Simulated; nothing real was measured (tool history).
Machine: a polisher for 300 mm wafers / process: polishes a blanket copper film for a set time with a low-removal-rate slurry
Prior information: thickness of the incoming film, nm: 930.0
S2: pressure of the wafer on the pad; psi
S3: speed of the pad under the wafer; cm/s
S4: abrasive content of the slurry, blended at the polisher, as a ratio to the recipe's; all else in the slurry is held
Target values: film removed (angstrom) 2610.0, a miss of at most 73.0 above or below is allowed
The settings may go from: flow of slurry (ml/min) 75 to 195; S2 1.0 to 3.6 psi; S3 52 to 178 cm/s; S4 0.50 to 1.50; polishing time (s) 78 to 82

{"run": 1, "hour": 0.0, "flow of slurry (ml/min)": 125, "S2": 2.3, "S3": 114, "S4": 1.0, "polishing time (s)": 78, "film removed (angstrom)": 2150.9}
{"run": 2, "hour": 5.9, "flow of slurry (ml/min)": 125, "S2": 2.3, "S3": 114, "S4": 1.0, "polishing time (s)": 78, "film removed (angstrom)": 2149.0}
{"run": 3, "hour": 13.8, "flow of slurry (ml/min)": 135, "S2": 2.4, "S3": 114, "S4": 1.0, "polishing time (s)": 78, "film removed (angstrom)": 2262.9}
{"run": 4, "hour": 15.4, "flow of slurry (ml/min)": 140, "S2": 2.5, "S3": 114, "S4": 1.0, "polishing time (s)": 78, "film removed (angstrom)": 2323.5}
{"run": 5, "hour": 23.3, "flow of slurry (ml/min)": 140, "S2": 2.6, "S3": 114, "S4": 1.0, "polishing time (s)": 78, "film removed (angstrom)": 2370.3}
{"run": 6, "hour": 30.4, "flow of slurry (ml/min)": 140, "S2": 2.7, "S3": 114, "S4": 1.0, "polishing time (s)": 78, "film removed (angstrom)": 2470.3}
{"run": 7, "hour": 34.7, "flow of slurry (ml/min)": 140, "S2": 2.8, "S3": 114, "S4": 1.0, "polishing time (s)": 78, "film removed (angstrom)": 2495.5}
{"run": 8, "hour": 38.0, "flow of slurry (ml/min)": 145, "S2": 2.8, "S3": 114, "S4": 1.0, "polishing time (s)": 78, "film removed (angstrom)": 2547.2}

Which one of the following 4 next-run settings gets every result inside its allowed miss? There is exactly one.
{"run": "A", "hour": 41.3, "flow of slurry (ml/min)": 145, "S2": 2.8, "S3": 118, "S4": 0.95, "polishing time (s)": 79, "film removed (angstrom)": "?"}
{"run": "B", "hour": 41.3, "flow of slurry (ml/min)": 125, "S2": 3.0, "S3": 118, "S4": 1.05, "polishing time (s)": 81, "film removed (angstrom)": "?"}
{"run": "C", "hour": 41.3, "flow of slurry (ml/min)": 150, "S2": 3.0, "S3": 104, "S4": 1.0, "polishing time (s)": 78, "film removed (angstrom)": "?"}
{"run": "D", "hour": 41.3, "flow of slurry (ml/min)": 155, "S2": 2.7, "S3": 110, "S4": 0.95, "polishing time (s)": 78, "film removed (angstrom)": "?"}

move=A film_removed_(angstrom)=2636.9
move=B film_removed_(angstrom)=2800.1
move=C film_removed_(angstrom)=2451.9
move=D film_removed_(angstrom)=2404.2
A: hits every target within its allowed miss
B: the result that was furthest off in the last run now lies on the other side of its target
C: the biggest miss grows against the last run
D: the biggest miss grows against the last run
The move that meets every target is A.

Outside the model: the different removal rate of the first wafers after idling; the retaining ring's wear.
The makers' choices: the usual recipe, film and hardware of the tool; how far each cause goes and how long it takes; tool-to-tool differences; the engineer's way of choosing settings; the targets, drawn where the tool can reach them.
